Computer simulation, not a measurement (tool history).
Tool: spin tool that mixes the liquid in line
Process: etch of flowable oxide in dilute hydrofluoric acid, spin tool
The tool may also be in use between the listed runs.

run,hour,temperature setpoint of the liquid (°C),parts of water to one part of 49 % hydrofluoric acid (parts by volume),time under the liquid (s),thickness taken off the flowable oxide on a monitor wafer (Å)
1,0.0,22.0,240,75,106.770
2,8.4,21.0,245,75,100.780
3,9.3,21.0,245,80,107.850
4,15.8,20.0,250,80,101.240
5,18.2,17.5,250,80,91.805
6,24.8,17.5,255,80,89.718

Forecast run 7:
7,33.0,17.5,260,80,?

{"run 7": {"thickness taken off the flowable oxide on a monitor wafer (Å)": 87.773}}
